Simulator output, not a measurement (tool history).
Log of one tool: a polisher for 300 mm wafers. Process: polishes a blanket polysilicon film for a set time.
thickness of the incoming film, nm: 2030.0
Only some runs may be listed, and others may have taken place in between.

run    day  flow of slurry (ml/min)  pressure of the wafer on the pad (psi)  speed of the pad under the wafer (m/s)  polishing time (s)  film removed (angstrom)
  1  0.000                      190                                     2.7                                    0.82                  49                   3437.1
  2  0.033                      190                                     2.7                                    0.74                  49                   3122.1
  3  0.079                      190                                     2.3                                    0.74                  49                   2803.2
  4  0.271                      190                                     2.3                                    0.88                  49                   3363.3
  5  0.400                      190                                     2.4                                    0.88                  49                   3389.5
  6  0.458                      190                                     2.5                                    0.88                  49                   3410.4
  7  0.796                      190                                     2.6                                    0.88                  49                   3558.6
  8  1.004                      190                                     2.7                                    0.88                  49                   3588.3
  9  1.292                      190                                     2.8                                    0.88                  49                   3817.9

Expected results for the next run?
     1.542  -- head pressure recalibrated
 10  1.542                      190                                     2.8                                    0.88                  49                        ?

{"run 10": {"film removed (angstrom)": 4066.8}}
